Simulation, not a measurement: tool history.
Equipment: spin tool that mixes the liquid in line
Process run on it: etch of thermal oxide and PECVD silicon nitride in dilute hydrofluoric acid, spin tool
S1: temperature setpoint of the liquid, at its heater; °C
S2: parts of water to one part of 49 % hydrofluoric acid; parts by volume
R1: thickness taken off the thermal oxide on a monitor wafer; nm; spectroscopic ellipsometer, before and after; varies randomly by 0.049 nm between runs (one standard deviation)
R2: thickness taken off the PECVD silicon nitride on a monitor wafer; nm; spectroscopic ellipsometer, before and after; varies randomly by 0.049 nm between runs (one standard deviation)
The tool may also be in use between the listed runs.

Run 1, day 0.000: S1 21.0 °C, S2 145 parts by volume, time under the liquid (s) 180. Result: R1 5.0651 nm, R2 3.5716 nm.
Run 2, day 0.104: S1 24.0 °C, S2 145 parts by volume, time under the liquid (s) 180. Result: R1 5.6396 nm, R2 4.3000 nm.
Run 3, day 0.262: S1 24.0 °C, S2 185 parts by volume, time under the liquid (s) 180. Result: R1 4.2703 nm, R2 3.3717 nm.
Run 4, day 0.538: S1 24.5 °C, S2 175 parts by volume, time under the liquid (s) 180. Result: R1 4.6333 nm, R2 3.6826 nm.
Run 5, day 0.854: S1 24.5 °C, S2 175 parts by volume, time under the liquid (s) 115. Result: R1 2.9416 nm, R2 2.3719 nm.
Run 6, day 1.133: S1 25.0 °C, S2 155 parts by volume, time under the liquid (s) 115. Result: R1 3.5235 nm, R2 2.7827 nm.

Predict the results of run 7:
Run 7, day 1.400: S1 25.5 °C, S2 140 parts by volume, time under the liquid (s) 115. Result: R1 ?, R2 ?.

For run 7 the tool returned R1 4.0293 nm, R2 3.1318 nm.

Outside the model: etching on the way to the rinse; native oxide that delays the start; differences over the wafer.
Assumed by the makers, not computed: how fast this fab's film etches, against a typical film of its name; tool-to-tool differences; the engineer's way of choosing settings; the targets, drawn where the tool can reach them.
